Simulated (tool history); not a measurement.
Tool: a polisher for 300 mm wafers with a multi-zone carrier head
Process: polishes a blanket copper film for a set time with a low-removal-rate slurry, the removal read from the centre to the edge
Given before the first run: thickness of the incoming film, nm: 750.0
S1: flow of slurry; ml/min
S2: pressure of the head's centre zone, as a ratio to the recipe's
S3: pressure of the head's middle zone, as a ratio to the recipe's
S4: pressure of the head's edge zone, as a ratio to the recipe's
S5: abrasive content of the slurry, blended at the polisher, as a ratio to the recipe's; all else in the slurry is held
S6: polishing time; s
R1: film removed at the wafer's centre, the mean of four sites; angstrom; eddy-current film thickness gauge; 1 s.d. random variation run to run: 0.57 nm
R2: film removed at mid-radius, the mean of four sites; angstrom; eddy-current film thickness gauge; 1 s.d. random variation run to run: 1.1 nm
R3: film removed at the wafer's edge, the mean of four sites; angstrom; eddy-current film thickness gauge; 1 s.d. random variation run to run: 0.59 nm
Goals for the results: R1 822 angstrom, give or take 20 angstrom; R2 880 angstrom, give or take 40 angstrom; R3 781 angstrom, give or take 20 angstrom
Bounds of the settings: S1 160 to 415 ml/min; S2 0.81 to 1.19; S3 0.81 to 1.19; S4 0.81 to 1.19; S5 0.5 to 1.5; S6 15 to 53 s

run  hour   S1    S2    S3    S4    S5  S6      R1      R2      R3
  1     0  265     1     1     1     1  34  1066.4  1060.3  1033.7
  2   8.8  265  0.99     1  0.96  0.85  33  993.87  1034.6  961.17
  3  14.5  265  0.99     1  0.91  0.85  33  991.91  1004.6  938.22
  4  17.6  260  0.98     1  0.89  0.75  32  925.16   953.6   871.6
  5  24.8  260  0.98  0.96  0.89  0.75  32  931.75  898.41  878.78
  6  28.9  250  0.97  0.97  0.87   0.7  32  900.54  940.87  847.23
  7  29.6  240  0.96  0.95  0.85   0.7  32  877.78  906.34  847.57
  8  30.6  235  0.96  0.95  0.84  0.65  32  871.57  880.98  826.15
  9    36  225  0.96  0.96  0.83   0.6  32  857.81  886.32  800.82
 10  44.2  215  0.96  0.96  0.83   0.6  32  851.05  878.85   800.3
 11  49.3  205  0.96  0.96  0.83   0.6  32  844.51  850.34  794.85

5 candidate next runs follow, results not yet known. Just one meets every target within its allowed miss. Identify it.
  A  54.4  170  1.02  0.98  0.82  0.55  32   ?   ?   ?
  B  54.4  185  1.06  0.95  0.84   0.6  31   ?   ?   ?
  C  54.4  230  0.93  0.99  0.81   0.5  32   ?   ?   ?
  D  54.4  185  0.99  0.96  0.81   0.8  31   ?   ?   ?
  E  54.4  185  0.97  0.93  0.81   0.5  34   ?   ?   ?

move      R1      R2      R3
   A  863.42  823.89  770.08
   B  890.02  798.78   772.4
   C  821.85  853.25  777.68
   D  881.63  847.59  799.16
   E  876.75  835.75  809.46
A: lands further from the targets than the last run did
B: lands further from the targets than the last run did
C: every result lands within tolerance
D: lands further from the targets than the last run did
E: lands further from the targets than the last run did
So the answer is move C, the one that meets all the targets.
